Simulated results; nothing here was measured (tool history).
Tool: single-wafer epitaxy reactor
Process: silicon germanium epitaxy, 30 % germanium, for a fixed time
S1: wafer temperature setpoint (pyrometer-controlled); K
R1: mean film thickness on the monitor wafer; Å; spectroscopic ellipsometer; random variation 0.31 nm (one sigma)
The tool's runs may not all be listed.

run 1 hour=0 | S1=878.15 chamber_pressure_(Torr)=22.4 | R1=638.56
run 2 hour=4.2 | S1=878.15 chamber_pressure_(Torr)=19.6 | R1=612.02
run 3 hour=9.9 | S1=878.15 chamber_pressure_(Torr)=21.1 | R1=628.03
run 4 hour=12.8 | S1=878.15 chamber_pressure_(Torr)=23.6 | R1=643.55
run 5 hour=21 | S1=870.15 chamber_pressure_(Torr)=23.6 | R1=561.9
run 6 hour=27.7 | S1=870.15 chamber_pressure_(Torr)=26.4 | R1=577.03
run 7 hour=33.1 | S1=874.15 chamber_pressure_(Torr)=26.5 | R1=620.21

Forecast run 8:
run 8 hour=40.3 | S1=885.15 chamber_pressure_(Torr)=26.7 | R1=?

Run 8 gave R1 751.7 Å.

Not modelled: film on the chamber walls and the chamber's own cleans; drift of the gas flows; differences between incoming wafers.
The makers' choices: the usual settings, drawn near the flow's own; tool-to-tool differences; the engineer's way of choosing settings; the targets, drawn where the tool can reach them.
